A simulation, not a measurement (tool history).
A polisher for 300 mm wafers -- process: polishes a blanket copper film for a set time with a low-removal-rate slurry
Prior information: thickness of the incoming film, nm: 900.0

run	hour	flow of slurry (ml/min)	pressure of the wafer on the pad (psi)	speed of the pad under the wafer (m/s)	abrasive content of the slurry	polishing time (s)	film removed (Å)
1	0.0	280	2.1	1.02	1.00	29	742.27
2	4.0	260	1.8	0.88	0.90	28	500.40
3	5.1	260	1.6	0.78	0.90	28	395.12
4	12.7	260	1.6	0.78	0.75	28	377.51
5	13.8	260	1.4	0.72	0.75	28	305.61
6	16.1	260	1.3	0.70	0.75	28	283.42
7	23.3	260	1.0	0.52	0.75	28	163.03

Expected results for the next run?
8	31.4	260	1.1	0.52	0.75	28	?

{"run 8": {"film removed (Å)": 179.86}}
